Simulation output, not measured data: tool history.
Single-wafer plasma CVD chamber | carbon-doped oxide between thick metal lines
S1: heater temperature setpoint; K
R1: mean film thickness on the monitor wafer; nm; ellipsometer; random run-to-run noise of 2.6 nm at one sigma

run 1 hour=0.0 | S1=628.15 chamber_pressure_(Torr)=4.83 RF_power_(kW)=0.645 deposition_time_(s)=93 | R1=564.90
run 2 hour=5.7 | S1=628.15 chamber_pressure_(Torr)=5.34 RF_power_(kW)=0.645 deposition_time_(s)=93 | R1=573.78
run 3 hour=9.0 | S1=628.15 chamber_pressure_(Torr)=5.34 RF_power_(kW)=0.715 deposition_time_(s)=93 | R1=613.90
run 4 hour=11.8 | S1=627.15 chamber_pressure_(Torr)=5.53 RF_power_(kW)=0.745 deposition_time_(s)=93 | R1=640.17
run 5 hour=17.7 | S1=626.15 chamber_pressure_(Torr)=5.69 RF_power_(kW)=0.760 deposition_time_(s)=93 | R1=653.19
run 6 hour=19.8 | S1=625.15 chamber_pressure_(Torr)=5.81 RF_power_(kW)=0.770 deposition_time_(s)=93 | R1=659.40
run 7 hour=23.8 | S1=625.15 chamber_pressure_(Torr)=5.86 RF_power_(kW)=0.785 deposition_time_(s)=93 | R1=672.88

Run 8, settings as shown, results not yet in. Your forecast:
run 8 hour=30.7 | S1=625.15 chamber_pressure_(Torr)=5.86 RF_power_(kW)=0.785 deposition_time_(s)=93 | R1=?

Run 8 measured R1 669.84 nm.
